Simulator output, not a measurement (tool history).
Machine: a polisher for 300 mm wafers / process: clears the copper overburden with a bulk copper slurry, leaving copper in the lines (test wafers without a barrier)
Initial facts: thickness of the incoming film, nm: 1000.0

run  hour  flow of slurry (ml/min)  pressure of the wafer on the pad (psi)  speed of the pad under the wafer (m/s)  abrasive content of the slurry  overpolish time after the end point (s)  time until the end point was called (s)  dishing of a wide line in a test structure (Å)
  1   0.0                      300                                     2.0                                    1.12                             1.0                                       30                                   131.52                                          975.22
  2   4.4                      300                                     1.8                                    1.12                             1.0                                       28                                   146.37                                          871.29
  3   5.0                      300                                     1.8                                    1.40                             1.0                                       28                                   116.06                                          945.06
  4  13.2                      300                                     1.8                                    1.40                             1.0                                       18                                   117.41                                          795.31
  5  16.2                      300                                     1.8                                    1.62                             1.0                                       18                                   100.68                                          851.97
  6  18.8                      300                                     1.6                                    1.62                             1.0                                       18                                   117.52                                          780.91

Estimate the outcome of run 7 from the log above:
  7  21.1                      300                                     1.0                                    1.54                             1.0                                       32                                        ?                                               ?

{"run 7": {"time until the end point was called (s)": 192.26, "dishing of a wide line in a test structure (Å)": 706.67}}
